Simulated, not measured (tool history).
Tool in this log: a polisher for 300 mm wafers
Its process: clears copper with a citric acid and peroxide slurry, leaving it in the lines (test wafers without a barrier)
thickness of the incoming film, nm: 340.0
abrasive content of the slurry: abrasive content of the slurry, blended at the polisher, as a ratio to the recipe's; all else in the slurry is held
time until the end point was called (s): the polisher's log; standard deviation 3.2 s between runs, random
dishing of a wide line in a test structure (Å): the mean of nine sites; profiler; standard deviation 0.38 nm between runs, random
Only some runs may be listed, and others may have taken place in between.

run  hour  flow of slurry (ml/min)  pressure of the wafer on the pad (psi)  speed of the pad under the wafer (cm/s)  abrasive content of the slurry  overpolish time after the end point (s)  time until the end point was called (s)  dishing of a wide line in a test structure (Å)
  1     0                      150                                     2.1                                      136                               1                                       19                                   157.04                                          274.45
  2   6.5                      150                                     2.1                                      136                             0.8                                       19                                   166.67                                          266.37
  3  13.9                      140                                       2                                      134                            0.75                                       22                                   184.29                                          271.86
  4  16.9                      140                                     2.3                                      134                            0.75                                       22                                   156.56                                          311.66
  5  19.1                      135                                     2.1                                      134                            0.75                                       24                                   172.62                                          307.35
  6  22.8                      135                                     2.1                                      134                            0.75                                       28                                   169.74                                          342.92

Run 7 is up next; what results do you expect?
  7  24.1                      130                                       2                                      134                            0.75                                       29                                        ?                                               ?

time until the end point was called (s): 184.82
dishing of a wide line in a test structure (Å): 336.18

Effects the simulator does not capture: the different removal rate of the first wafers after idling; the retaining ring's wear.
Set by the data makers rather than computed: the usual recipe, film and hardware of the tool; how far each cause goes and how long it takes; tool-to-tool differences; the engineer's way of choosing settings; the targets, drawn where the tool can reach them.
